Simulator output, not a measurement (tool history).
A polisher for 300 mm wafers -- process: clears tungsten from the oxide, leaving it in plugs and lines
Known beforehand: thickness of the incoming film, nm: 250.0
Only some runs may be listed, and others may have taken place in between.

run,hour,flow of slurry (ml/min),pressure of the wafer on the pad (psi),speed of the pad under the wafer (cm/s),abrasive content of the slurry,overpolish time after the end point (s),time until the end point was called (s)
1,0,235,2.3,90,1,14,99.864
2,5.7,270,2.3,90,1,14,98.359
3,12.4,270,2,86,1,14,112.91
4,15.5,270,2,86,0.85,14,117.59
5,22.3,300,2,86,0.85,14,118.12
6,28.1,300,2.2,86,0.85,14,109.51

Estimate the outcome of run 7 from the log above:
7,30.6,300,1.9,82,0.85,14,?

{"run 7": {"time until the end point was called (s)": 127.54}}
